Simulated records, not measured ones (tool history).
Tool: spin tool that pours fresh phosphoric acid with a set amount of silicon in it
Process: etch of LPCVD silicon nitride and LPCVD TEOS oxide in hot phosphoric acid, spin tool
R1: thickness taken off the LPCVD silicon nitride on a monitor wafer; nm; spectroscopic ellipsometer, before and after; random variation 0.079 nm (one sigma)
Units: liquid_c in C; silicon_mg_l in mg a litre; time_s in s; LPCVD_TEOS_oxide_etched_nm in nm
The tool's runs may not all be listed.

{"run": 1, "hour": 0.0, "liquid_c": 164.0, "silicon_mg_l": 10.5, "time_s": 85, "R1": 7.9841, "LPCVD_TEOS_oxide_etched_nm": 0.30105}
{"run": 2, "hour": 6.4, "liquid_c": 165.0, "silicon_mg_l": 13.5, "time_s": 95, "R1": 9.2303, "LPCVD_TEOS_oxide_etched_nm": 0.35991}
{"run": 3, "hour": 12.3, "liquid_c": 165.0, "silicon_mg_l": 10.5, "time_s": 95, "R1": 9.2658, "LPCVD_TEOS_oxide_etched_nm": 0.32881}
{"run": 4, "hour": 16.5, "liquid_c": 163.5, "silicon_mg_l": 10.5, "time_s": 95, "R1": 8.8045, "LPCVD_TEOS_oxide_etched_nm": 0.31317}
{"run": 5, "hour": 25.3, "liquid_c": 163.5, "silicon_mg_l": 10.5, "time_s": 130, "R1": 12.214, "LPCVD_TEOS_oxide_etched_nm": 0.41854}
{"run": 6, "hour": 33.7, "liquid_c": 164.0, "silicon_mg_l": 11.5, "time_s": 130, "R1": 12.309, "LPCVD_TEOS_oxide_etched_nm": 0.45808}

Run 7 comes next. What will it give?
{"run": 7, "hour": 38.9, "liquid_c": 164.5, "silicon_mg_l": 9.5, "time_s": 130, "R1": "?", "LPCVD_TEOS_oxide_etched_nm": "?"}

Run 7 gave R1 12.4360 nm, LPCVD_TEOS_oxide_etched_nm 0.46079 nm.

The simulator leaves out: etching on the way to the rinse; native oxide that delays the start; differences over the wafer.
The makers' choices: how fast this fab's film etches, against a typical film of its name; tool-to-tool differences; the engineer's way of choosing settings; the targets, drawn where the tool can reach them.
